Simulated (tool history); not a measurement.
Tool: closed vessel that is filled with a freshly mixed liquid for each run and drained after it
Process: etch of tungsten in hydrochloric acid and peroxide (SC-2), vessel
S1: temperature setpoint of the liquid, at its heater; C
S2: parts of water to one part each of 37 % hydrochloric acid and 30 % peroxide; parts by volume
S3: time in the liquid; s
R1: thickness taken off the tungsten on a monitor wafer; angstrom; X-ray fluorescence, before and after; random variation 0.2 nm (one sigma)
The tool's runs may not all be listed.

Run 1, hour 0: S1 65 C, S2 11 parts by volume, S3 30 s. Result: R1 177.96 angstrom.
Run 2, hour 1.4: S1 65 C, S2 11 parts by volume, S3 30 s. Result: R1 178.9 angstrom.
Run 3, hour 6.2: S1 65 C, S2 11 parts by volume, S3 30 s. Result: R1 178.87 angstrom.
Run 4, hour 8.8: S1 65 C, S2 11 parts by volume, S3 30 s. Result: R1 177.27 angstrom.
Run 5, hour 16.2: S1 65 C, S2 13 parts by volume, S3 30 s. Result: R1 153.8 angstrom.
Run 6, hour 23.6: S1 65 C, S2 10 parts by volume, S3 30 s. Result: R1 195.14 angstrom.

Forecast run 7:
Run 7, hour 26.9: S1 66 C, S2 10 parts by volume, S3 30 s. Result: R1 ?.

{"run 7": {"R1": 207.45}}
